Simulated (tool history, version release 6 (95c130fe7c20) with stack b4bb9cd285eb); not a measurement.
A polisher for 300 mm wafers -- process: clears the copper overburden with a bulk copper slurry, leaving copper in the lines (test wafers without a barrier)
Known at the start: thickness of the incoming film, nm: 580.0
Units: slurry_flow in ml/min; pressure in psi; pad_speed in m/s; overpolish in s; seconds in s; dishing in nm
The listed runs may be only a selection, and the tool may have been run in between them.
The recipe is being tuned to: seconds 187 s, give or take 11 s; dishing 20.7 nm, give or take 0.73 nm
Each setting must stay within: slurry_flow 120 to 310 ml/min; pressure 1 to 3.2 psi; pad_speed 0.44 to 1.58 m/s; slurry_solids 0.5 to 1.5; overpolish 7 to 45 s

Run 1, hour 0: slurry_flow 200 ml/min, pressure 2.1 psi, pad_speed 1 m/s, slurry_solids 1, overpolish 23 s. Result: seconds 82.973 s, dishing 21.248 nm.
Run 2, hour 0.7: slurry_flow 200 ml/min, pressure 1.8 psi, pad_speed 0.9 m/s, slurry_solids 1, overpolish 25 s. Result: seconds 105.92 s, dishing 20.961 nm.
Run 3, hour 6.7: slurry_flow 200 ml/min, pressure 1.8 psi, pad_speed 1.06 m/s, slurry_solids 1, overpolish 25 s. Result: seconds 89.235 s, dishing 21.371 nm.
Run 4, hour 9.6: slurry_flow 195 ml/min, pressure 1.6 psi, pad_speed 0.96 m/s, slurry_solids 0.95, overpolish 27 s. Result: seconds 109.6 s, dishing 20.532 nm.
Run 5, hour 11.4: slurry_flow 205 ml/min, pressure 1.4 psi, pad_speed 0.86 m/s, slurry_solids 1.1, overpolish 25 s. Result: seconds 135.34 s, dishing 20.857 nm.
Run 6, hour 12.6: slurry_flow 205 ml/min, pressure 1.3 psi, pad_speed 0.82 m/s, slurry_solids 1.15, overpolish 25 s. Result: seconds 149.81 s, dishing 20.227 nm.
Run 7, hour 13.3: slurry_flow 235 ml/min, pressure 1.2 psi, pad_speed 0.78 m/s, slurry_solids 1.1, overpolish 22 s. Result: seconds 164.95 s, dishing 19.664 nm.
Run 8, hour 19.5: slurry_flow 215 ml/min, pressure 1.2 psi, pad_speed 0.76 m/s, slurry_solids 1.15, overpolish 24 s. Result: seconds 172.04 s, dishing 19.779 nm.
Run 9, hour 28.3: slurry_flow 190 ml/min, pressure 1.2 psi, pad_speed 0.76 m/s, slurry_solids 1.2, overpolish 27 s. Result: seconds 168.58 s, dishing 20.021 nm.
Run 10, hour 30.1: slurry_flow 135 ml/min, pressure 1.1 psi, pad_speed 0.64 m/s, slurry_solids 1.3, overpolish 38 s. Result: seconds 227.28 s, dishing 20.099 nm.
Run 11, hour 37.8: slurry_flow 135 ml/min, pressure 1.2 psi, pad_speed 0.64 m/s, slurry_solids 1.3, overpolish 39 s. Result: seconds 212.67 s, dishing 20.357 nm.

Below are 5 possible settings for the next run. Only one of them brings all results inside the allowed miss of their targets. Which is it?
Run A, hour 45.5: slurry_flow 140 ml/min, pressure 1.2 psi, pad_speed 0.52 m/s, slurry_solids 1.5, overpolish 34 s. Result: seconds ?, dishing ?.
Run B, hour 45.5: slurry_flow 120 ml/min, pressure 1.4 psi, pad_speed 0.52 m/s, slurry_solids 1.5, overpolish 44 s. Result: seconds ?, dishing ?.
Run C, hour 45.5: slurry_flow 185 ml/min, pressure 1 psi, pad_speed 0.76 m/s, slurry_solids 0.95, overpolish 21 s. Result: seconds ?, dishing ?.
Run D, hour 45.5: slurry_flow 120 ml/min, pressure 1.4 psi, pad_speed 0.44 m/s, slurry_solids 1.3, overpolish 45 s. Result: seconds ?, dishing ?.
Run E, hour 45.5: slurry_flow 135 ml/min, pressure 1.3 psi, pad_speed 0.66 m/s, slurry_solids 1.35, overpolish 42 s. Result: seconds ?, dishing ?.

move  seconds  dishing
   A   246.22   19.433
   B   220.67   20.242
   C    214.2   18.037
   D    266.7   20.066
   E   187.89   20.172
A: its largest miss is bigger than the last run's
B: its largest miss is bigger than the last run's
C: its largest miss is bigger than the last run's
D: its largest miss is bigger than the last run's
E: in spec on every target
Correct choice: E, which meets every target

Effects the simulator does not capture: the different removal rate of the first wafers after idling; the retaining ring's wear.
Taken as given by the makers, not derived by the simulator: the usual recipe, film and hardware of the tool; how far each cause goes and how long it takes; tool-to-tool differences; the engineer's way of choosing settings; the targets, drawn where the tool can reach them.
